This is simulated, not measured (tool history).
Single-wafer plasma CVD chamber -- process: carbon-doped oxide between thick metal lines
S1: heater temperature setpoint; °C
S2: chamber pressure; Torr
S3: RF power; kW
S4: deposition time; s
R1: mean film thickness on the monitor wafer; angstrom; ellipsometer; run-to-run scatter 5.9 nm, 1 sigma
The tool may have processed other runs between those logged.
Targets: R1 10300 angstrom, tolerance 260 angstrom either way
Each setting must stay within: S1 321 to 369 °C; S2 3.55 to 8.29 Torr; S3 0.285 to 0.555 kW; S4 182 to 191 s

run	hour	S1	S2	S3	S4	R1
1	0	345	5.92	0.42	191	9164.2
2	2.5	343	6.12	0.435	191	9616.5
3	5.5	343	6.12	0.435	182	9151.1
4	10.8	341	6.37	0.445	182	9384.7
5	14.7	341	6.37	0.395	182	8393.6
6	22.4	341	6.38	0.42	183	9011.7
7	24.1	340	6.52	0.435	183	9387.6
8	24.7	339	6.75	0.44	183	9587.3
9	30.2	338	6.96	0.445	183	9598.3
10	35.4	337	6.98	0.455	183	9858.8

Which one of the following 5 next-run settings gets every result inside its allowed miss? There is exactly one.
A	40.6	339	7.36	0.455	191	?
B	40.6	346	6.95	0.42	191	?
C	40.6	340	7.24	0.45	182	?
D	40.6	329	7.34	0.4	191	?
E	40.6	341	6.98	0.43	184	?

move	R1
A	10224
B	9247.4
C	9612
D	9372.2
E	9258.7
A: all results land within tolerance of their targets
B: its largest miss is bigger than the last run's
C: its largest miss is bigger than the last run's
D: its largest miss is bigger than the last run's
E: its largest miss is bigger than the last run's
A meets every target.
